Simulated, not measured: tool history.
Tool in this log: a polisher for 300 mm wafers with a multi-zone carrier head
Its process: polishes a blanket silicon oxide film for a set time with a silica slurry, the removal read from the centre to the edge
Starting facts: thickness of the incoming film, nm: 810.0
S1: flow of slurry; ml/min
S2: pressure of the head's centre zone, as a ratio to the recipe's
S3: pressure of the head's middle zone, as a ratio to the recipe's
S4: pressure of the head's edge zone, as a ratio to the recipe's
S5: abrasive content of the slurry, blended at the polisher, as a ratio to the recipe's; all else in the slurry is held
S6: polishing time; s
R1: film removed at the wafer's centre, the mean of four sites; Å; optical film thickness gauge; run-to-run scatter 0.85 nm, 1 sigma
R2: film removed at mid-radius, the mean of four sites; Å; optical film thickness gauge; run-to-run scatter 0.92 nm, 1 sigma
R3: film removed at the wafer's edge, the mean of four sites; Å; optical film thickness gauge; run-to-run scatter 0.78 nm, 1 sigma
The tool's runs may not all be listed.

run,hour,S1,S2,S3,S4,S5,S6,R1,R2,R3
1,0,265,1,1,1,1,43,1020.5,1010.2,1006.4
2,5.5,265,0.99,1,0.99,0.95,43,946.12,972.78,968.38
3,11.2,265,0.99,1,0.93,0.95,43,977.78,978.39,938.43
4,18.2,265,0.98,1,0.92,0.9,43,925.61,928.57,916.35
5,26,265,0.98,1.01,0.91,0.85,43,894.62,907.25,901.62
6,33.8,265,1.03,1.01,0.91,0.85,43,954.15,921.87,886.85

Forecast run 7:
7,35.6,255,0.93,1.06,0.85,0.6,39,?,?,?

{"run 7": {"R1": 616.81, "R2": 683.74, "R3": 625.74}}
